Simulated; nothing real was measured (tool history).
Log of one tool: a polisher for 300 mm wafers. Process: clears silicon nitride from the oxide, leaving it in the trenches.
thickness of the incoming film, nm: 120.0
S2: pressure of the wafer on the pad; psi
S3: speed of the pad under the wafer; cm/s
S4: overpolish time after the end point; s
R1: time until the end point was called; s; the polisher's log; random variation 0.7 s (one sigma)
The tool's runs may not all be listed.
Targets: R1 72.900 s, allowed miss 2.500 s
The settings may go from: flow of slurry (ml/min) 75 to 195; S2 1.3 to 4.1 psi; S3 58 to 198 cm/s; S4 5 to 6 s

run 1 hour=0.0 | flow_of_slurry_(ml/min)=125 S2=2.7 S3=128 S4=6 | R1=110.140
run 2 hour=3.4 | flow_of_slurry_(ml/min)=135 S2=3.0 S3=128 S4=6 | R1=97.352
run 3 hour=8.0 | flow_of_slurry_(ml/min)=145 S2=3.0 S3=128 S4=6 | R1=95.442
run 4 hour=9.3 | flow_of_slurry_(ml/min)=150 S2=3.2 S3=128 S4=6 | R1=90.403
run 5 hour=10.0 | flow_of_slurry_(ml/min)=120 S2=3.2 S3=128 S4=6 | R1=92.790
run 6 hour=17.2 | flow_of_slurry_(ml/min)=150 S2=3.2 S3=128 S4=6 | R1=90.071
run 7 hour=18.9 | flow_of_slurry_(ml/min)=150 S2=3.2 S3=128 S4=6 | R1=87.925
run 8 hour=23.3 | flow_of_slurry_(ml/min)=155 S2=3.3 S3=128 S4=6 | R1=86.624
run 9 hour=27.4 | flow_of_slurry_(ml/min)=155 S2=3.4 S3=128 S4=6 | R1=83.940
run 10 hour=34.6 | flow_of_slurry_(ml/min)=155 S2=3.5 S3=128 S4=6 | R1=81.366
run 11 hour=37.3 | flow_of_slurry_(ml/min)=155 S2=3.6 S3=128 S4=6 | R1=78.196
run 12 hour=43.5 | flow_of_slurry_(ml/min)=155 S2=3.7 S3=128 S4=6 | R1=76.241

Which of these 4 next moves meets every target?
run A hour=49.7 | flow_of_slurry_(ml/min)=150 S2=4.1 S3=122 S4=6 | R1=?
run B hour=49.7 | flow_of_slurry_(ml/min)=160 S2=4.0 S3=108 S4=6 | R1=?
run C hour=49.7 | flow_of_slurry_(ml/min)=160 S2=3.5 S3=128 S4=5 | R1=?
run D hour=49.7 | flow_of_slurry_(ml/min)=155 S2=3.9 S3=118 S4=6 | R1=?

move=A R1=72.576
move=B R1=81.490
move=C R1=80.379
move=D R1=77.950
A: meets every target
B: further off than the last run
C: further off than the last run
D: further off than the last run
The right move is A.

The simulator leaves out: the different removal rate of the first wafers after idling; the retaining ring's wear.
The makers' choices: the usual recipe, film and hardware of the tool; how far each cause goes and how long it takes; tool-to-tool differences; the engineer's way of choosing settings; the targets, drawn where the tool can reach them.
